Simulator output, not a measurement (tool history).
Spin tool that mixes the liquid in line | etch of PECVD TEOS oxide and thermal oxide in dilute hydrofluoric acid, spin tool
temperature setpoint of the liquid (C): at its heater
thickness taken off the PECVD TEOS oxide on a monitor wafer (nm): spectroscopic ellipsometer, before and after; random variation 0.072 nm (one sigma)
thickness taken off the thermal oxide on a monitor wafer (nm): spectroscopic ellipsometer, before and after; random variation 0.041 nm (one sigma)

| run | hour | temperature setpoint of the liquid (C) | parts of water to one part of 49 % hydrofluoric acid (parts by volume) | time under the liquid (s) | thickness taken off the PECVD TEOS oxide on a monitor wafer (nm) | thickness taken off the thermal oxide on a monitor wafer (nm) |
|---|---|---|---|---|---|---|
| 1 | 0 | 20 | 170 | 180 | 10.967 | 3.717 |
| 2 | 4.6 | 20 | 170 | 245 | 14.915 | 5.1096 |
| 3 | 7.5 | 20 | 170 | 215 | 13.142 | 4.4411 |
| 4 | 13.2 | 18.5 | 170 | 215 | 12.393 | 4.1835 |
| 5 | 18.3 | 19.5 | 170 | 215 | 12.938 | 4.3444 |
| 6 | 22.2 | 19.5 | 170 | 165 | 9.9118 | 3.3374 |

Run 7 comes next. What will it give?
| 7 | 29.9 | 19.5 | 170 | 165 | ? | ? |

{"run 7": {"thickness taken off the PECVD TEOS oxide on a monitor wafer (nm)": 9.9236, "thickness taken off the thermal oxide on a monitor wafer (nm)": 3.387}}
